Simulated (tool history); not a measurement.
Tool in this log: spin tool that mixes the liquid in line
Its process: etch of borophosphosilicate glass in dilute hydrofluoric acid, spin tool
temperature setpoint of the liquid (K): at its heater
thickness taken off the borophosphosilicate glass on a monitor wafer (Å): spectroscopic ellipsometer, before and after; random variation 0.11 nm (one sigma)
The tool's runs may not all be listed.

run    day  temperature setpoint of the liquid (K)  parts of water to one part of 49 % hydrofluoric acid (parts by volume)  time under the liquid (s)  thickness taken off the borophosphosilicate glass on a monitor wafer (Å)
  1      0                                  296.15                                                                      90                         15                                                                     56.83
  2  0.212                                  297.15                                                                      85                         15                                                                    64.021
  3  0.533                                  297.15                                                                      85                         15                                                                    62.999
  4  0.583                                  298.15                                                                      80                         15                                                                    70.882
  5  0.917                                  298.15                                                                      80                         15                                                                    71.224
  6  1.029                                  299.15                                                                      75                         15                                                                    79.132
  7  1.404                                  300.15                                                                      70                         15                                                                    89.705
  8  1.575                                  300.65                                                                      70                         15                                                                    91.189
  9  1.688                                  301.15                                                                      70                         15                                                                     92.29
 10  1.712                                  301.15                                                                      70                         15                                                                    91.753
 11  1.925                                  301.65                                                                      65                         15                                                                    100.43

What will run 12 give?
 12  2.1                                  302.15                                                                      65                         15                                                                         ?

thickness taken off the borophosphosilicate glass on a monitor wafer (Å): 104.76
